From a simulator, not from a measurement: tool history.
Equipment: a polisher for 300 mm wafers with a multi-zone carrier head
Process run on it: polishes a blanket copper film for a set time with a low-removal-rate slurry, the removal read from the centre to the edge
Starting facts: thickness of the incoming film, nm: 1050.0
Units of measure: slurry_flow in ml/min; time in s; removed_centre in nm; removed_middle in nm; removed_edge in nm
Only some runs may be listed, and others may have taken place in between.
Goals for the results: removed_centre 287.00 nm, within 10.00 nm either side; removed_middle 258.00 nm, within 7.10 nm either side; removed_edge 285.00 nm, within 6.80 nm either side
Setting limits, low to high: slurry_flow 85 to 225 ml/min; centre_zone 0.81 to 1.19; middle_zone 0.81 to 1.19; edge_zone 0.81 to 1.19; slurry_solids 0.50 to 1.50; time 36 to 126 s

run 1 day=0.000 | slurry_flow=145 centre_zone=1.00 middle_zone=1.00 edge_zone=1.00 slurry_solids=1.00 time=81 | removed_centre=175.86 removed_middle=169.30 removed_edge=178.83
run 2 day=0.150 | slurry_flow=145 centre_zone=1.00 middle_zone=0.94 edge_zone=1.00 slurry_solids=1.00 time=81 | removed_centre=174.34 removed_middle=161.81 removed_edge=178.09
run 3 day=0.408 | slurry_flow=145 centre_zone=1.00 middle_zone=0.94 edge_zone=0.92 slurry_solids=1.00 time=81 | removed_centre=177.07 removed_middle=162.20 removed_edge=170.81
run 4 day=0.571 | slurry_flow=180 centre_zone=1.00 middle_zone=0.94 edge_zone=0.92 slurry_solids=1.00 time=81 | removed_centre=188.23 removed_middle=168.62 removed_edge=175.46
run 5 day=0.775 | slurry_flow=180 centre_zone=1.02 middle_zone=0.96 edge_zone=0.98 slurry_solids=1.15 time=87 | removed_centre=202.62 removed_middle=189.88 removed_edge=198.35
run 6 day=1.050 | slurry_flow=180 centre_zone=1.02 middle_zone=0.96 edge_zone=0.98 slurry_solids=1.00 time=87 | removed_centre=195.91 removed_middle=184.24 removed_edge=192.70
run 7 day=1.358 | slurry_flow=180 centre_zone=1.06 middle_zone=0.95 edge_zone=1.01 slurry_solids=1.15 time=94 | removed_centre=231.37 removed_middle=201.44 removed_edge=217.09
run 8 day=1.475 | slurry_flow=180 centre_zone=1.07 middle_zone=0.97 edge_zone=1.05 slurry_solids=1.25 time=98 | removed_centre=238.98 removed_middle=217.89 removed_edge=232.52
run 9 day=1.746 | slurry_flow=185 centre_zone=1.08 middle_zone=0.97 edge_zone=1.08 slurry_solids=1.35 time=101 | removed_centre=258.81 removed_middle=230.15 removed_edge=249.25
run 10 day=2.038 | slurry_flow=190 centre_zone=1.08 middle_zone=0.97 edge_zone=1.11 slurry_solids=1.40 time=103 | removed_centre=273.53 removed_middle=234.43 removed_edge=262.31
run 11 day=2.279 | slurry_flow=195 centre_zone=1.07 middle_zone=0.99 edge_zone=1.13 slurry_solids=1.45 time=104 | removed_centre=274.16 removed_middle=246.26 removed_edge=267.68
run 12 day=2.542 | slurry_flow=200 centre_zone=1.07 middle_zone=0.99 edge_zone=1.15 slurry_solids=1.45 time=105 | removed_centre=280.70 removed_middle=246.91 removed_edge=277.02
run 13 day=2.829 | slurry_flow=205 centre_zone=1.07 middle_zone=1.00 edge_zone=1.15 slurry_solids=1.45 time=105 | removed_centre=274.55 removed_middle=250.60 removed_edge=279.34

Which one of the following 4 next-run settings gets every result inside its allowed miss? There is exactly one.
run A day=3.117 | slurry_flow=205 centre_zone=1.07 middle_zone=0.96 edge_zone=1.18 slurry_solids=1.50 time=105 | removed_centre=? removed_middle=? removed_edge=?
run B day=3.117 | slurry_flow=195 centre_zone=1.06 middle_zone=0.99 edge_zone=1.12 slurry_solids=1.20 time=114 | removed_centre=? removed_middle=? removed_edge=?
run C day=3.117 | slurry_flow=225 centre_zone=1.11 middle_zone=1.01 edge_zone=1.13 slurry_solids=1.45 time=100 | removed_centre=? removed_middle=? removed_edge=?
run D day=3.117 | slurry_flow=225 centre_zone=1.02 middle_zone=0.93 edge_zone=1.19 slurry_solids=1.40 time=105 | removed_centre=? removed_middle=? removed_edge=?

move=A removed_centre=281.69 removed_middle=241.92 removed_edge=281.41
move=B removed_centre=288.30 removed_middle=256.21 removed_edge=283.08
move=C removed_centre=278.53 removed_middle=241.95 removed_edge=262.67
move=D removed_centre=271.35 removed_middle=235.46 removed_edge=281.66
A: puts the biggest miss on target and leaves a different result outside tolerance
B: every result within its allowed miss
C: puts the biggest miss on target and leaves a different result outside tolerance
D: its largest miss is bigger than the last run's
B meets every target.
